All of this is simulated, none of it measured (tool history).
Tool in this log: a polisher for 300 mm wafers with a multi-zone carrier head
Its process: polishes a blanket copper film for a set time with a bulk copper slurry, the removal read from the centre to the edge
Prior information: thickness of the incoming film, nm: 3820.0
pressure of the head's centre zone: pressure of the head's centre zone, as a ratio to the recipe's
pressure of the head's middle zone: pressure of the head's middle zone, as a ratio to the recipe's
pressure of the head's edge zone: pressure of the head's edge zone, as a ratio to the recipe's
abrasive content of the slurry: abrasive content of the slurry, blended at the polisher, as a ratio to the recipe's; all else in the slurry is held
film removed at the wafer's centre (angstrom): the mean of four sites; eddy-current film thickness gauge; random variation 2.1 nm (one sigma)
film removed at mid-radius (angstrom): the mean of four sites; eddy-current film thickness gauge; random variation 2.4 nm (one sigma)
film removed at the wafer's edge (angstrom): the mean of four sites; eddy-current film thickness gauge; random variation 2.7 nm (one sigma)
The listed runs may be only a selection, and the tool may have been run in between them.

run,day,flow of slurry (ml/min),pressure of the head's centre zone,pressure of the head's middle zone,pressure of the head's edge zone,abrasive content of the slurry,polishing time (s),film removed at the wafer's centre (angstrom),film removed at mid-radius (angstrom),film removed at the wafer's edge (angstrom)
1,0.000,240,1.00,1.00,1.00,1.00,53,4308.0,4363.1,4278.5
2,0.067,240,1.00,1.00,1.00,1.20,53,4501.4,4532.1,4419.7
3,0.396,235,0.99,0.97,0.98,1.10,52,4295.0,4196.6,4246.8
4,0.462,235,0.99,0.91,0.98,1.10,52,4343.4,4003.6,4289.6
5,0.833,230,0.98,0.90,0.96,1.00,51,4047.1,3741.0,4029.6
6,0.875,225,0.97,0.89,0.94,0.95,51,3917.5,3657.8,3993.1
7,1.112,230,0.97,0.89,0.92,0.85,50,3740.8,3526.2,3682.1

What will run 8 give?
8,1.262,225,0.96,0.88,0.91,0.80,50,?,?,?

Run 8 came out at film removed at the wafer's centre (angstrom) 3594.6, film removed at mid-radius (angstrom) 3440.2, film removed at the wafer's edge (angstrom) 3668.9.

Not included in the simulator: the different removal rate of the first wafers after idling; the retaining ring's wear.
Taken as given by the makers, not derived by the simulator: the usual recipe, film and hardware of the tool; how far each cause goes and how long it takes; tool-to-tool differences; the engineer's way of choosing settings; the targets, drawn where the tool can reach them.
